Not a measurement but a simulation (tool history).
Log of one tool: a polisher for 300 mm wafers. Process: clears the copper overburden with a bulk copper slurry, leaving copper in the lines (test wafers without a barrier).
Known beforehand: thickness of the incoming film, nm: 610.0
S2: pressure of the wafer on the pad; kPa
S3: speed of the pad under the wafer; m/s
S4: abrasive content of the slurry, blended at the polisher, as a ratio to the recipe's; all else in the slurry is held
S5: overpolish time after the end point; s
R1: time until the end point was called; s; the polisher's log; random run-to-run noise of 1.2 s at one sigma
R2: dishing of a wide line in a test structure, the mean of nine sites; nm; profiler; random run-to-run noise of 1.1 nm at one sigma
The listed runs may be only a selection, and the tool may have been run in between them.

run 1 hour=0 | flow_of_slurry_(ml/min)=265 S2=16.5 S3=1 S4=1 S5=23 | R1=99.134 R2=75.878
run 2 hour=5.9 | flow_of_slurry_(ml/min)=265 S2=15.9 S3=1 S4=1 S5=25 | R1=104.58 R2=77.817
run 3 hour=13.3 | flow_of_slurry_(ml/min)=265 S2=17.9 S3=1 S4=1 S5=25 | R1=93.226 R2=85.23
run 4 hour=16.9 | flow_of_slurry_(ml/min)=265 S2=16.5 S3=1 S4=1 S5=27 | R1=98.403 R2=86.301
run 5 hour=20.9 | flow_of_slurry_(ml/min)=265 S2=16.5 S3=1 S4=1.2 S5=27 | R1=94.366 R2=86.209
run 6 hour=28.1 | flow_of_slurry_(ml/min)=265 S2=16.5 S3=0.9 S4=1.2 S5=27 | R1=106.16 R2=84.029
run 7 hour=32.6 | flow_of_slurry_(ml/min)=265 S2=15.9 S3=0.9 S4=1.2 S5=28 | R1=110.12 R2=80.931

Predict the results of run 8:
run 8 hour=38.3 | flow_of_slurry_(ml/min)=265 S2=15.9 S3=0.9 S4=1.2 S5=29 | R1=? R2=?

R1: 109.44 s
R2: 83.347 nm

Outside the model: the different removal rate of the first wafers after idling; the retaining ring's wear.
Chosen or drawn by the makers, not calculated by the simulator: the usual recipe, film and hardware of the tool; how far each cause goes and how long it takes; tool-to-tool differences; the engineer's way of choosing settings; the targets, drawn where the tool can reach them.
